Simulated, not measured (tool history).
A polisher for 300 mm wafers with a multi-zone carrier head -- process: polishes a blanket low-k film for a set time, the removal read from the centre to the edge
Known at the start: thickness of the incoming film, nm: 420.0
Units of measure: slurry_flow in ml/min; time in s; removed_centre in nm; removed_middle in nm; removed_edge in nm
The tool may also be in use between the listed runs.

run	hour	slurry_flow	centre_zone	middle_zone	edge_zone	slurry_solids	time	removed_centre	removed_middle	removed_edge
1	0.0	185	1.00	1.00	1.00	1.00	86	44.763	43.337	43.836
2	5.7	180	1.00	1.01	0.98	1.00	86	44.376	45.020	43.593
3	9.4	220	1.00	1.01	0.98	1.00	86	45.614	44.204	43.535
4	17.3	220	1.00	1.06	0.98	1.00	86	45.897	46.866	43.999
5	20.8	220	0.99	1.05	0.96	1.00	86	45.295	48.342	43.496
6	28.6	220	0.99	1.05	0.90	1.00	86	44.998	46.449	42.708
7	36.6	220	0.99	1.05	0.89	0.95	86	44.669	46.006	41.990
8	40.3	220	0.99	1.05	0.88	0.90	86	43.127	44.358	40.650

Estimate the outcome of run 9 from the log above:
9	44.4	220	0.99	1.05	0.87	0.90	86	?	?	?

Run 9 gave removed_centre 43.312 nm, removed_middle 44.229 nm, removed_edge 40.444 nm.

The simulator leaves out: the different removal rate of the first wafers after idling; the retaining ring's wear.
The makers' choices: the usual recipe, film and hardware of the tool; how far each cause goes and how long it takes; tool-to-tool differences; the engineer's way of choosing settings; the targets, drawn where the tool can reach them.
